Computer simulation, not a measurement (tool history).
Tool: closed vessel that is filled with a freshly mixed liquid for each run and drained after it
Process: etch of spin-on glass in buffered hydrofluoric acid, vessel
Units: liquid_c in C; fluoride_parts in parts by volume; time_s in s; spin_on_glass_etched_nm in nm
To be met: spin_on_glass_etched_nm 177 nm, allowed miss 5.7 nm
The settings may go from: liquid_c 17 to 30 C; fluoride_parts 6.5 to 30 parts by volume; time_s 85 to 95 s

run 1 hour=0 | liquid_c=22 fluoride_parts=19.5 time_s=85 | spin_on_glass_etched_nm=127.28
run 2 hour=4.9 | liquid_c=22 fluoride_parts=19.5 time_s=95 | spin_on_glass_etched_nm=144.24
run 3 hour=10.5 | liquid_c=23 fluoride_parts=19.5 time_s=95 | spin_on_glass_etched_nm=152.38
run 4 hour=17 | liquid_c=24 fluoride_parts=19.5 time_s=95 | spin_on_glass_etched_nm=158.8
run 5 hour=20.4 | liquid_c=24 fluoride_parts=19.5 time_s=85 | spin_on_glass_etched_nm=145.18
run 6 hour=21.7 | liquid_c=24 fluoride_parts=22.5 time_s=85 | spin_on_glass_etched_nm=126.51
run 7 hour=25.2 | liquid_c=28 fluoride_parts=22 time_s=85 | spin_on_glass_etched_nm=161.83
run 8 hour=33.3 | liquid_c=28.5 fluoride_parts=22 time_s=85 | spin_on_glass_etched_nm=167.92

Which of these 4 next moves meets every target?
run A hour=41.4 | liquid_c=26 fluoride_parts=18.5 time_s=90 | spin_on_glass_etched_nm=?
run B hour=41.4 | liquid_c=27 fluoride_parts=21.5 time_s=90 | spin_on_glass_etched_nm=?
run C hour=41.4 | liquid_c=28.5 fluoride_parts=22.5 time_s=85 | spin_on_glass_etched_nm=?
run D hour=41.4 | liquid_c=28 fluoride_parts=20 time_s=95 | spin_on_glass_etched_nm=?

move=A spin_on_glass_etched_nm=177.61
move=B spin_on_glass_etched_nm=165.18
move=C spin_on_glass_etched_nm=163.87
move=D spin_on_glass_etched_nm=193.31
A: meets every target
B: further off than the last run
C: further off than the last run
D: takes the result that was furthest off past its target
Move A is the one to make.

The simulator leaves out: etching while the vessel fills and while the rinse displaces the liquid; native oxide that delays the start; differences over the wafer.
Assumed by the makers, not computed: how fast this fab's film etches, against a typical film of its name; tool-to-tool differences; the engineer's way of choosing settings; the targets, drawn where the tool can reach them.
